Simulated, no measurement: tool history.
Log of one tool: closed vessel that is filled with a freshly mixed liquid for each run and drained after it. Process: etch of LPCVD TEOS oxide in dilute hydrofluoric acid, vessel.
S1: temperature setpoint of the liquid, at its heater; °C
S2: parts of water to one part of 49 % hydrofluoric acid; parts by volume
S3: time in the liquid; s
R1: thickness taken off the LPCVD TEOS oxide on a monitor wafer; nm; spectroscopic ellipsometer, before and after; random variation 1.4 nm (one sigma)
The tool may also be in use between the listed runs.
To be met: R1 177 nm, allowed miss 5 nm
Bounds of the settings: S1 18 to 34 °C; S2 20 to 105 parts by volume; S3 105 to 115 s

run	hour	S1	S2	S3	R1
1	0	26	55	105	122.1
2	7	27	55	105	126.72
3	12.5	24	55	105	111.94
4	19.9	24	55	115	124
5	22.6	22.5	55	115	117.92
6	29.1	23.5	55	115	120.66
7	31	23.5	55	115	121.55
8	39.2	27.5	55	115	139.51
9	43.8	28	55	115	143.14
10	44.4	28.5	55	115	146.75
11	51.1	29	55	115	149.68
12	60	29.5	55	115	154.93
13	60.5	30	55	115	157.18
14	68	30.5	55	115	160.42
15	70.9	31	55	115	161.59
16	74	31.5	55	115	165.29

4 next moves are on the table. One of them brings every result within its allowed miss. Which?
A	77.1	32	60	110	?
B	77.1	33.5	55	115	?
C	77.1	30.5	55	110	?
D	77.1	33.5	60	110	?

move	R1
A	148.03
B	180.22
C	153.61
D	156.72
A: further off than the last run
B: meets every target
C: further off than the last run
D: further off than the last run
Answer: B
